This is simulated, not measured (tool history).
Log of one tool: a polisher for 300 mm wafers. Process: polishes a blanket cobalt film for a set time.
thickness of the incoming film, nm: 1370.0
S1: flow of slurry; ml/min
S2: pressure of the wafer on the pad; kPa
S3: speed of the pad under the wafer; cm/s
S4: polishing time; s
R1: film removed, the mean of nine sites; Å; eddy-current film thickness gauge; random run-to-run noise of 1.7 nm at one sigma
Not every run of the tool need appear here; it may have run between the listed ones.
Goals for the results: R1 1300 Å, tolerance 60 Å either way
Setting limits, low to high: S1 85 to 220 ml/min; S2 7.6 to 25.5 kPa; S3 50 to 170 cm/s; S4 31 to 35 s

run 1 day=0 | S1=140 S2=16.5 S3=110 S4=35 | R1=1837.3
run 2 day=0.229 | S1=140 S2=15.2 S3=110 S4=35 | R1=1702
run 3 day=0.271 | S1=120 S2=15.2 S3=110 S4=35 | R1=1669.7
run 4 day=0.629 | S1=120 S2=18.6 S3=110 S4=35 | R1=2025
run 5 day=0.796 | S1=120 S2=16.5 S3=108 S4=35 | R1=1772.1
run 6 day=1.075 | S1=100 S2=16.5 S3=108 S4=35 | R1=1726.2
run 7 day=1.392 | S1=100 S2=15.2 S3=108 S4=35 | R1=1542.5
run 8 day=1.75 | S1=100 S2=14.5 S3=108 S4=35 | R1=1447.8
run 9 day=2.042 | S1=100 S2=13.8 S3=108 S4=35 | R1=1403.4

Pick the move, out of 4, that brings all results within their allowed miss; only one does.
run A day=2.333 | S1=115 S2=14.5 S3=108 S4=34 | R1=?
run B day=2.333 | S1=90 S2=14.5 S3=110 S4=34 | R1=?
run C day=2.333 | S1=115 S2=13.1 S3=112 S4=32 | R1=?
run D day=2.333 | S1=85 S2=15.9 S3=106 S4=35 | R1=?

move=A R1=1496.2
move=B R1=1410.9
move=C R1=1312.8
move=D R1=1513.7
A: lands further from the targets than the last run did
B: lands further from the targets than the last run did
C: meets every target
D: lands further from the targets than the last run did
The move that meets every target is C.

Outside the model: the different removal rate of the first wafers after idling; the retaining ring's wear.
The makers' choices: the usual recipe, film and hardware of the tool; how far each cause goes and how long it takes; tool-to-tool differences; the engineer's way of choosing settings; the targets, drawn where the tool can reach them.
